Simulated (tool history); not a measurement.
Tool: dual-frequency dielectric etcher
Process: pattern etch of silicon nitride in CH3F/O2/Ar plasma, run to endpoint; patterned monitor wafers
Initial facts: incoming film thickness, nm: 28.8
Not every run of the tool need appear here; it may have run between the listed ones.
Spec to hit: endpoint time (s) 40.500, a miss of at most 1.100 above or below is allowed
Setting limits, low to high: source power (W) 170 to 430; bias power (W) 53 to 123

| run | day | source power (W) | bias power (W) | endpoint time (s) |
|---|---|---|---|---|
| 1 | 0.000 | 300 | 88 | 46.635 |
| 2 | 0.050 | 300 | 98 | 44.594 |
| 3 | 0.371 | 300 | 111 | 43.352 |
| 4 | 0.454 | 300 | 97 | 44.391 |
| 5 | 0.675 | 280 | 97 | 45.392 |
| 6 | 1.033 | 290 | 100 | 44.222 |
| 7 | 1.092 | 300 | 103 | 43.317 |
| 8 | 1.333 | 310 | 104 | 43.119 |
| 9 | 1.483 | 310 | 104 | 43.645 |
| 10 | 1.525 | 320 | 107 | 42.430 |
| 11 | 1.688 | 330 | 108 | 41.819 |

Which single option among these 5 for the next run brings every result within its allowed miss of target? Just one does.
| A | 1.850 | 390 | 119 | ? |
| B | 1.850 | 300 | 106 | ? |
| C | 1.850 | 330 | 97 | ? |
| D | 1.850 | 290 | 97 | ? |
| E | 1.850 | 400 | 98 | ? |

| move | endpoint time (s) |
|---|---|
| A | 38.777 |
| B | 43.802 |
| C | 43.573 |
| D | 45.465 |
| E | 40.729 |
A: moves the result that the last run missed by most past its target, out the other side
B: moves away from the targets compared with the last run
C: moves away from the targets compared with the last run
D: moves away from the targets compared with the last run
E: all results land within tolerance of their targets
Move E is the one to make.
